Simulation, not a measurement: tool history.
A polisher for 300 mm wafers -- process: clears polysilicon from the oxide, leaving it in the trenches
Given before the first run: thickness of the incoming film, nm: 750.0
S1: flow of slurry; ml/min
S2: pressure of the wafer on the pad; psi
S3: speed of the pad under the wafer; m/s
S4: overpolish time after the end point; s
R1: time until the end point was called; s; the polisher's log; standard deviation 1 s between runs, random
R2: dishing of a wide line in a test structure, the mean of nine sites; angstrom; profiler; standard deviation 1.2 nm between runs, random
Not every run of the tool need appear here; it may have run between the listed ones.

run,hour,S1,S2,S3,S4,R1,R2
1,0,160,2,0.92,22,63.815,763.88
2,5,140,2,0.92,22,66.675,765.08
3,11.6,140,2.5,0.92,22,52.689,776.79
4,15.8,140,2.5,0.92,26,53.867,813.54
5,24.2,135,2.2,0.92,26,61.11,787.99
6,28.7,135,2.2,0.92,20,62.232,748.01
7,37.2,130,1.6,0.9,30,84.851,782.63
8,40.9,125,1.6,0.9,30,85.372,792.39

The next listed run, before its measurement:
9,41.9,120,1.6,0.9,30,?,?

Run 9 produced R1 86.744 s, R2 784.9 angstrom.

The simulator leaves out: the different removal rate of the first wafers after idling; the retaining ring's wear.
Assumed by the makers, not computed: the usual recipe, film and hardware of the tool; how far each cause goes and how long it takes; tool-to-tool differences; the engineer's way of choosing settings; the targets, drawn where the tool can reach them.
